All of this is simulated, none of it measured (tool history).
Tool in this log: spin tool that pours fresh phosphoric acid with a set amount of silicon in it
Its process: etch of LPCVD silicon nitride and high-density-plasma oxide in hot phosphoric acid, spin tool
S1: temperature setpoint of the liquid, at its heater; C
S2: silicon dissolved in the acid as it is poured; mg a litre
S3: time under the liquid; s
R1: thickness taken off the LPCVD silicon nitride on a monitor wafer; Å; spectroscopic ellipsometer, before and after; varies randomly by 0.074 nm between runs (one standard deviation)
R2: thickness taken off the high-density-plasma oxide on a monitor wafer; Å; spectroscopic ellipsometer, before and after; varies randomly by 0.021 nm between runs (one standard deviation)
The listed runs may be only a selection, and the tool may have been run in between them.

run 1 day=0.000 | S1=162.0 S2=20.5 S3=180 | R1=164.56 R2=4.4795
run 2 day=0.262 | S1=161.5 S2=19.5 S3=175 | R1=157.02 R2=4.7884
run 3 day=0.558 | S1=161.0 S2=20.5 S3=170 | R1=148.86 R2=4.4358
run 4 day=0.729 | S1=160.5 S2=21.5 S3=170 | R1=146.00 R2=4.1637
run 5 day=0.854 | S1=160.0 S2=22.0 S3=170 | R1=146.25 R2=3.9289
run 6 day=1.050 | S1=159.5 S2=21.5 S3=165 | R1=137.98 R2=3.8255
run 7 day=1.133 | S1=159.0 S2=21.5 S3=165 | R1=136.70 R2=4.2222

What does the tool deliver on the next run?
run 8 day=1.500 | S1=158.5 S2=22.5 S3=165 | R1=? R2=?

R1: 134.46 Å
R2: 3.6583 Å

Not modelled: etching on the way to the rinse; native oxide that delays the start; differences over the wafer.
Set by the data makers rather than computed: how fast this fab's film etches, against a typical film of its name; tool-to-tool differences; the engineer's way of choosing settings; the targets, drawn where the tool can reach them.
